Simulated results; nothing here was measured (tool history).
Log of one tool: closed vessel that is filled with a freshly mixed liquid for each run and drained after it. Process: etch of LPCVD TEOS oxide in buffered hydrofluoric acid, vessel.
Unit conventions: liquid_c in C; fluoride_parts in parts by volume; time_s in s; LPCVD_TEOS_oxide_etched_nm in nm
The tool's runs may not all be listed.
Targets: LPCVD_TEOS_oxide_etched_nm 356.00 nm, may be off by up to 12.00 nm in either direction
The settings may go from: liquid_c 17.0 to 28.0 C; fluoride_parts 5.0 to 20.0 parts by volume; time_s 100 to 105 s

Run 1, hour 0.0: liquid_c 20.0 C, fluoride_parts 12.0 parts by volume, time_s 100 s. Result: LPCVD_TEOS_oxide_etched_nm 187.41 nm.
Run 2, hour 3.4: liquid_c 18.0 C, fluoride_parts 12.0 parts by volume, time_s 100 s. Result: LPCVD_TEOS_oxide_etched_nm 166.49 nm.
Run 3, hour 9.7: liquid_c 20.0 C, fluoride_parts 11.5 parts by volume, time_s 100 s. Result: LPCVD_TEOS_oxide_etched_nm 195.66 nm.
Run 4, hour 11.5: liquid_c 21.5 C, fluoride_parts 11.0 parts by volume, time_s 100 s. Result: LPCVD_TEOS_oxide_etched_nm 218.43 nm.
Run 5, hour 19.6: liquid_c 21.5 C, fluoride_parts 8.0 parts by volume, time_s 100 s. Result: LPCVD_TEOS_oxide_etched_nm 298.21 nm.
Run 6, hour 28.3: liquid_c 22.0 C, fluoride_parts 8.0 parts by volume, time_s 100 s. Result: LPCVD_TEOS_oxide_etched_nm 297.47 nm.
Run 7, hour 32.7: liquid_c 22.5 C, fluoride_parts 8.0 parts by volume, time_s 100 s. Result: LPCVD_TEOS_oxide_etched_nm 313.30 nm.
Run 8, hour 36.6: liquid_c 23.0 C, fluoride_parts 8.0 parts by volume, time_s 100 s. Result: LPCVD_TEOS_oxide_etched_nm 317.54 nm.
Run 9, hour 41.0: liquid_c 23.5 C, fluoride_parts 8.0 parts by volume, time_s 100 s. Result: LPCVD_TEOS_oxide_etched_nm 328.79 nm.
Run 10, hour 45.5: liquid_c 24.0 C, fluoride_parts 8.0 parts by volume, time_s 100 s. Result: LPCVD_TEOS_oxide_etched_nm 336.99 nm.

Pick the move, out of 4, that brings all results within their allowed miss; only one does.
Run A, hour 50.0: liquid_c 24.0 C, fluoride_parts 8.0 parts by volume, time_s 105 s. Result: LPCVD_TEOS_oxide_etched_nm ?.
Run B, hour 50.0: liquid_c 23.5 C, fluoride_parts 8.5 parts by volume, time_s 100 s. Result: LPCVD_TEOS_oxide_etched_nm ?.
Run C, hour 50.0: liquid_c 24.5 C, fluoride_parts 8.5 parts by volume, time_s 100 s. Result: LPCVD_TEOS_oxide_etched_nm ?.
Run D, hour 50.0: liquid_c 24.0 C, fluoride_parts 8.5 parts by volume, time_s 105 s. Result: LPCVD_TEOS_oxide_etched_nm ?.

move  LPCVD_TEOS_oxide_etched_nm
   A                      348.36
   B                      302.31
   C                      319.24
   D                      326.21
A: meets every target
B: misses by more than the last run did
C: misses by more than the last run did
D: misses by more than the last run did
A is the move that brings every result within its allowed miss.
